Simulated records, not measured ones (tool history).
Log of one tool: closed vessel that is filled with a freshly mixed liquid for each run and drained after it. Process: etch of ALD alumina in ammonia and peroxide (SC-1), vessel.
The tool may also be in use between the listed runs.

run  hour  temperature setpoint of the liquid (K)  parts of 29 % ammonia solution to one part of 30 % peroxide (parts by volume)  time in the liquid (s)  thickness taken off the ALD alumina on a monitor wafer (Å)
  1     0                                  329.15                                                                            0.5                     215                                                      107.39
  2   8.3                                  329.15                                                                            0.5                     215                                                      109.17
  3  14.9                                  330.65                                                                            0.5                     215                                                      117.67
  4  15.9                                  331.65                                                                            0.5                     215                                                      124.23
  5  20.9                                  335.15                                                                            0.5                     215                                                      146.19
  6  28.6                                  332.65                                                                            0.5                     215                                                      131.82
  7  30.8                                  333.65                                                                            0.5                     215                                                      138.28
  8  35.2                                  334.15                                                                            0.5                     215                                                      140.81
  9  36.6                                  334.65                                                                            0.5                     215                                                      144.74
 10  42.8                                  335.15                                                                            0.5                     215                                                      147.63
 11  44.4                                  335.15                                                                            0.5                     215                                                      148.33
 12  47.3                                  335.65                                                                            0.5                     215                                                      153.51
 13  51.1                                  336.15                                                                            0.5                     215                                                      157.19
 14  56.6                                  336.65                                                                            0.5                     215                                                      159.24
 15  64.7                                  337.15                                                                            0.5                     215                                                      164.21

Run 16 comes next. What will it give?
 16  70.6                                  337.15                                                                            0.5                     215                                                           ?

thickness taken off the ALD alumina on a monitor wafer (Å): 163.73
